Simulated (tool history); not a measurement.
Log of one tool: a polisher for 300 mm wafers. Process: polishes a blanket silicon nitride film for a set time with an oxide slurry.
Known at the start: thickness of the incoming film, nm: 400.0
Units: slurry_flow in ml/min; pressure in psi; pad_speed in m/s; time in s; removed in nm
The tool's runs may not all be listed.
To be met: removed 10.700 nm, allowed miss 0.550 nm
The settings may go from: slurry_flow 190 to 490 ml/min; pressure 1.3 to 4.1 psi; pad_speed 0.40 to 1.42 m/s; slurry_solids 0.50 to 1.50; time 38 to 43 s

Run 1, hour 0.0: slurry_flow 315 ml/min, pressure 2.7 psi, pad_speed 0.90 m/s, slurry_solids 1.00, time 43 s. Result: removed 18.984 nm.
Run 2, hour 0.6: slurry_flow 315 ml/min, pressure 2.7 psi, pad_speed 0.90 m/s, slurry_solids 1.10, time 43 s. Result: removed 19.279 nm.
Run 3, hour 6.7: slurry_flow 275 ml/min, pressure 2.7 psi, pad_speed 0.90 m/s, slurry_solids 1.10, time 43 s. Result: removed 19.325 nm.
Run 4, hour 9.4: slurry_flow 275 ml/min, pressure 2.7 psi, pad_speed 0.90 m/s, slurry_solids 1.10, time 38 s. Result: removed 17.366 nm.
Run 5, hour 15.5: slurry_flow 330 ml/min, pressure 2.7 psi, pad_speed 0.90 m/s, slurry_solids 1.10, time 38 s. Result: removed 17.736 nm.
Run 6, hour 22.0: slurry_flow 330 ml/min, pressure 2.4 psi, pad_speed 0.90 m/s, slurry_solids 1.10, time 38 s. Result: removed 16.080 nm.
Run 7, hour 28.0: slurry_flow 330 ml/min, pressure 2.2 psi, pad_speed 0.88 m/s, slurry_solids 1.10, time 38 s. Result: removed 15.125 nm.
Run 8, hour 33.2: slurry_flow 330 ml/min, pressure 2.0 psi, pad_speed 0.86 m/s, slurry_solids 1.10, time 38 s. Result: removed 14.226 nm.
Run 9, hour 37.4: slurry_flow 330 ml/min, pressure 2.0 psi, pad_speed 0.86 m/s, slurry_solids 1.10, time 38 s. Result: removed 14.086 nm.
Run 10, hour 41.8: slurry_flow 330 ml/min, pressure 1.9 psi, pad_speed 0.84 m/s, slurry_solids 1.10, time 38 s. Result: removed 13.425 nm.
Run 11, hour 42.9: slurry_flow 330 ml/min, pressure 1.8 psi, pad_speed 0.82 m/s, slurry_solids 1.10, time 38 s. Result: removed 12.443 nm.
Run 12, hour 50.1: slurry_flow 330 ml/min, pressure 1.7 psi, pad_speed 0.82 m/s, slurry_solids 1.10, time 38 s. Result: removed 12.270 nm.
Run 13, hour 54.2: slurry_flow 330 ml/min, pressure 1.6 psi, pad_speed 0.82 m/s, slurry_solids 1.10, time 38 s. Result: removed 12.146 nm.
Run 14, hour 55.7: slurry_flow 330 ml/min, pressure 1.5 psi, pad_speed 0.80 m/s, slurry_solids 1.10, time 38 s. Result: removed 11.419 nm.

Which of these 4 next moves meets every target?
Run A, hour 57.2: slurry_flow 315 ml/min, pressure 1.4 psi, pad_speed 0.84 m/s, slurry_solids 1.05, time 41 s. Result: removed ?.
Run B, hour 57.2: slurry_flow 335 ml/min, pressure 1.5 psi, pad_speed 0.68 m/s, slurry_solids 1.25, time 38 s. Result: removed ?.
Run C, hour 57.2: slurry_flow 335 ml/min, pressure 1.4 psi, pad_speed 0.80 m/s, slurry_solids 1.15, time 42 s. Result: removed ?.
Run D, hour 57.2: slurry_flow 300 ml/min, pressure 1.3 psi, pad_speed 0.88 m/s, slurry_solids 1.00, time 43 s. Result: removed ?.

move  removed
   A   12.246
   B   10.970
   C   12.596
   D   12.507
A: further off than the last run
B: meets every target
C: further off than the last run
D: further off than the last run
Move B is the one to make.

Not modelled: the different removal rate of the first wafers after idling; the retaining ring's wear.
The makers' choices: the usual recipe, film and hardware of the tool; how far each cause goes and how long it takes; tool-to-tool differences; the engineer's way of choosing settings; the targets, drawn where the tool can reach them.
